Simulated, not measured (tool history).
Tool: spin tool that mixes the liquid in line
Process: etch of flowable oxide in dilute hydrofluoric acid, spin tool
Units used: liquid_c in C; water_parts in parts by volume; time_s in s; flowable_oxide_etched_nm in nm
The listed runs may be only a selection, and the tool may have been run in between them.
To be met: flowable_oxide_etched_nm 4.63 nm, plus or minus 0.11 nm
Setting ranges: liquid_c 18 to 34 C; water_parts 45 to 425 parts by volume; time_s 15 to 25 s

Run 1, hour 0: liquid_c 26 C, water_parts 235 parts by volume, time_s 25 s. Result: flowable_oxide_etched_nm 5.1352 nm.
Run 2, hour 1.7: liquid_c 26 C, water_parts 160 parts by volume, time_s 25 s. Result: flowable_oxide_etched_nm 8.1345 nm.
Run 3, hour 8.8: liquid_c 26 C, water_parts 105 parts by volume, time_s 25 s. Result: flowable_oxide_etched_nm 13.317 nm.
Run 4, hour 13.1: liquid_c 24 C, water_parts 135 parts by volume, time_s 25 s. Result: flowable_oxide_etched_nm 9.1713 nm.
Run 5, hour 20.2: liquid_c 22.5 C, water_parts 150 parts by volume, time_s 25 s. Result: flowable_oxide_etched_nm 7.6646 nm.
Run 6, hour 20.9: liquid_c 22.5 C, water_parts 115 parts by volume, time_s 25 s. Result: flowable_oxide_etched_nm 10.388 nm.
Run 7, hour 28.2: liquid_c 21.5 C, water_parts 140 parts by volume, time_s 25 s. Result: flowable_oxide_etched_nm 8.0042 nm.
Run 8, hour 32.5: liquid_c 20.5 C, water_parts 155 parts by volume, time_s 25 s. Result: flowable_oxide_etched_nm 6.9013 nm.
Run 9, hour 41.4: liquid_c 20 C, water_parts 165 parts by volume, time_s 25 s. Result: flowable_oxide_etched_nm 6.286 nm.
Run 10, hour 46.2: liquid_c 19.5 C, water_parts 175 parts by volume, time_s 25 s. Result: flowable_oxide_etched_nm 5.7692 nm.
Run 11, hour 48.3: liquid_c 19 C, water_parts 180 parts by volume, time_s 25 s. Result: flowable_oxide_etched_nm 5.4275 nm.
Run 12, hour 51.6: liquid_c 18.5 C, water_parts 185 parts by volume, time_s 25 s. Result: flowable_oxide_etched_nm 5.1721 nm.
Run 13, hour 59.5: liquid_c 18.5 C, water_parts 190 parts by volume, time_s 25 s. Result: flowable_oxide_etched_nm 5.0226 nm.
Run 14, hour 62.5: liquid_c 18.5 C, water_parts 195 parts by volume, time_s 25 s. Result: flowable_oxide_etched_nm 4.8717 nm.

Exactly one of the 5 candidate moves below puts every result within its allowed miss. Which one?
Run A, hour 65.5: liquid_c 18 C, water_parts 200 parts by volume, time_s 25 s. Result: flowable_oxide_etched_nm ?.
Run B, hour 65.5: liquid_c 19 C, water_parts 190 parts by volume, time_s 25 s. Result: flowable_oxide_etched_nm ?.
Run C, hour 65.5: liquid_c 21 C, water_parts 200 parts by volume, time_s 25 s. Result: flowable_oxide_etched_nm ?.
Run D, hour 65.5: liquid_c 19.5 C, water_parts 185 parts by volume, time_s 25 s. Result: flowable_oxide_etched_nm ?.
Run E, hour 65.5: liquid_c 18.5 C, water_parts 185 parts by volume, time_s 25 s. Result: flowable_oxide_etched_nm ?.

move  flowable_oxide_etched_nm
   A                    4.5605
   B                    5.0411
   C                    5.1239
   D                    5.3058
   E                    5.1009
A: hits every target within its allowed miss
B: misses by more than the last run did
C: misses by more than the last run did
D: misses by more than the last run did
E: misses by more than the last run did
The right move is A.

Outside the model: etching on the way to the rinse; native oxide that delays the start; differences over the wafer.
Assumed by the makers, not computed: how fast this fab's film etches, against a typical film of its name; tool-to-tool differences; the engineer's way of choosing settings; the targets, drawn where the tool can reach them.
